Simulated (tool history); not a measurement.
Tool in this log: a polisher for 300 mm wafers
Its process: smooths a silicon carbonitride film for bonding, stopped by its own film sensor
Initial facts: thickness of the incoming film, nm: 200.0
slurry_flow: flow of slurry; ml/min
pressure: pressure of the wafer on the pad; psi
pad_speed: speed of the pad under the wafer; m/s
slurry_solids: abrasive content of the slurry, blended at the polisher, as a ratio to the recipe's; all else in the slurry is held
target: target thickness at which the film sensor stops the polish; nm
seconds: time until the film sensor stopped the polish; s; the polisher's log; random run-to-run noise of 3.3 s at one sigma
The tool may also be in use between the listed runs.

run  hour  slurry_flow  pressure  pad_speed  slurry_solids  target  seconds
  1   0.0          240       2.0       0.72           1.00     165   217.78
  2   6.9          240       2.0       0.80           1.00     165   201.26
  3   7.5          240       1.7       0.80           1.00     165   234.81
  4  13.4          240       1.7       0.80           1.00     164   245.63
  5  18.6          240       1.7       0.68           1.00     164   271.19
  6  26.9          240       1.7       0.68           0.85     164   300.01

Run 7 is up next; what results do you expect?
  7  30.1          240       1.6       0.68           0.85     164        ?

seconds: 318.44 s
